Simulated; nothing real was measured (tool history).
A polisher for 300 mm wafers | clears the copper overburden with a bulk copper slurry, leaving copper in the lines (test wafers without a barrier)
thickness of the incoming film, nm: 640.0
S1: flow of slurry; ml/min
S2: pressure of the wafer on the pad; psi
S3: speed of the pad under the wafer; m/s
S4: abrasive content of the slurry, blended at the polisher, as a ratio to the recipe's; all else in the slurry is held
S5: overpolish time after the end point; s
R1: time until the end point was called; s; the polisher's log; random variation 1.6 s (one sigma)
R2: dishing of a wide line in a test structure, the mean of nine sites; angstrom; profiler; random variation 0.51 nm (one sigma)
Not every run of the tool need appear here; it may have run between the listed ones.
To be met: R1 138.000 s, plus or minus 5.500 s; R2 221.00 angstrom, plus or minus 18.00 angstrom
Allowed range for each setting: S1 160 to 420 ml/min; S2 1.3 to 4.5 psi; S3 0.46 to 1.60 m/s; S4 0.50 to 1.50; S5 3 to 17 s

| run | hour | S1 | S2 | S3 | S4 | S5 | R1 | R2 |
|---|---|---|---|---|---|---|---|---|
| 1 | 0.0 | 270 | 2.9 | 1.02 | 1.00 | 9 | 56.936 | 559.63 |
| 2 | 8.7 | 270 | 2.5 | 0.92 | 1.00 | 8 | 72.458 | 438.14 |
| 3 | 17.1 | 270 | 2.5 | 0.92 | 1.00 | 12 | 72.201 | 552.76 |
| 4 | 22.8 | 270 | 2.5 | 0.72 | 1.00 | 12 | 86.571 | 504.60 |
| 5 | 24.4 | 295 | 2.5 | 0.72 | 1.00 | 12 | 88.691 | 482.67 |
| 6 | 28.5 | 300 | 2.2 | 0.72 | 1.00 | 10 | 98.988 | 399.51 |
| 7 | 35.9 | 300 | 2.0 | 0.72 | 1.00 | 8 | 107.650 | 310.25 |
| 8 | 41.9 | 300 | 1.8 | 0.72 | 1.00 | 8 | 117.660 | 283.76 |
| 9 | 44.7 | 300 | 1.7 | 0.72 | 1.00 | 8 | 126.760 | 266.00 |
| 10 | 51.6 | 300 | 1.6 | 0.72 | 1.00 | 8 | 133.750 | 256.13 |
| 11 | 57.5 | 300 | 1.6 | 0.72 | 1.00 | 8 | 132.240 | 251.54 |

Which single option among these 5 for the next run brings every result within its allowed miss of target? Just one does.
| A | 63.4 | 290 | 1.8 | 0.60 | 0.95 | 9 | ? | ? |
| B | 63.4 | 210 | 1.9 | 0.60 | 1.00 | 7 | ? | ? |
| C | 63.4 | 300 | 2.1 | 0.62 | 0.80 | 7 | ? | ? |
| D | 63.4 | 260 | 1.3 | 1.06 | 1.05 | 6 | ? | ? |
| E | 63.4 | 325 | 1.7 | 0.74 | 1.05 | 8 | ? | ? |

| move | R1 | R2 |
|---|---|---|
| A | 143.220 | 280.33 |
| B | 139.130 | 232.42 |
| C | 124.910 | 256.47 |
| D | 120.290 | 226.00 |
| E | 123.770 | 285.97 |
A: lands further from the targets than the last run did
B: every result within its allowed miss
C: lands further from the targets than the last run did
D: brings the last run's worst result on target, with another outside its allowed miss
E: lands further from the targets than the last run did
Go with B: it meets all targets.
